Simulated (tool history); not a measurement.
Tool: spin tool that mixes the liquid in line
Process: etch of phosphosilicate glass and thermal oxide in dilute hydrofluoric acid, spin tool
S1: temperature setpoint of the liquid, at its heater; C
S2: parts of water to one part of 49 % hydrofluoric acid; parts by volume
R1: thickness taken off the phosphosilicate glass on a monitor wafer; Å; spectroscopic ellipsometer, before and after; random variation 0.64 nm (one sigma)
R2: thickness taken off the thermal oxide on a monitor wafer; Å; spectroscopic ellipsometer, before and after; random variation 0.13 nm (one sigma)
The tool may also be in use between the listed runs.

Run 1, day 0.000: S1 22.0 C, S2 175 parts by volume, time under the liquid (s) 30. Result: R1 232.01 Å, R2 7.1351 Å.
Run 2, day 0.325: S1 22.0 C, S2 220 parts by volume, time under the liquid (s) 30. Result: R1 176.08 Å, R2 5.6590 Å.
Run 3, day 0.567: S1 22.0 C, S2 220 parts by volume, time under the liquid (s) 20. Result: R1 116.92 Å, R2 3.8789 Å.
Run 4, day 0.825: S1 24.0 C, S2 165 parts by volume, time under the liquid (s) 25. Result: R1 222.28 Å, R2 7.1617 Å.
Run 5, day 1.133: S1 25.5 C, S2 125 parts by volume, time under the liquid (s) 30. Result: R1 389.75 Å, R2 13.2210 Å.
Run 6, day 1.283: S1 26.5 C, S2 100 parts by volume, time under the liquid (s) 30. Result: R1 520.80 Å, R2 16.8620 Å.
Run 7, day 1.471: S1 27.5 C, S2 85 parts by volume, time under the liquid (s) 30. Result: R1 646.57 Å, R2 19.0050 Å.

Forecast run 8:
Run 8, day 1.542: S1 28.5 C, S2 40 parts by volume, time under the liquid (s) 30. Result: R1 ?, R2 ?.

Run 8 gave R1 1525.80 Å, R2 50.7500 Å.
